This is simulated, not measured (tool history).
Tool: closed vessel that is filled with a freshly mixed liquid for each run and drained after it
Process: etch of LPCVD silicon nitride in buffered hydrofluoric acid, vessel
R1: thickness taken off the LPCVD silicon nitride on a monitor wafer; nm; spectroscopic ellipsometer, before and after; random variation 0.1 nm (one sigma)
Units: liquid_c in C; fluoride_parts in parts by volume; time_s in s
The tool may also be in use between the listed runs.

Run 1, hour 0.0: liquid_c 25.0 C, fluoride_parts 7 parts by volume, time_s 770 s. Result: R1 13.795 nm.
Run 2, hour 7.5: liquid_c 24.5 C, fluoride_parts 7 parts by volume, time_s 770 s. Result: R1 13.227 nm.
Run 3, hour 14.3: liquid_c 24.5 C, fluoride_parts 7 parts by volume, time_s 770 s. Result: R1 13.241 nm.
Run 4, hour 22.3: liquid_c 24.0 C, fluoride_parts 7 parts by volume, time_s 770 s. Result: R1 12.724 nm.
At hour 27.2: hydrofluoric acid flow meter replaced.
Run 5, hour 27.2: liquid_c 26.5 C, fluoride_parts 7 parts by volume, time_s 770 s. Result: R1 16.780 nm.
Run 6, hour 35.0: liquid_c 26.0 C, fluoride_parts 7 parts by volume, time_s 770 s. Result: R1 16.458 nm.

The next listed run, before its measurement:
Run 7, hour 39.9: liquid_c 25.5 C, fluoride_parts 7 parts by volume, time_s 770 s. Result: R1 ?.

{"run 7": {"R1": 15.885}}
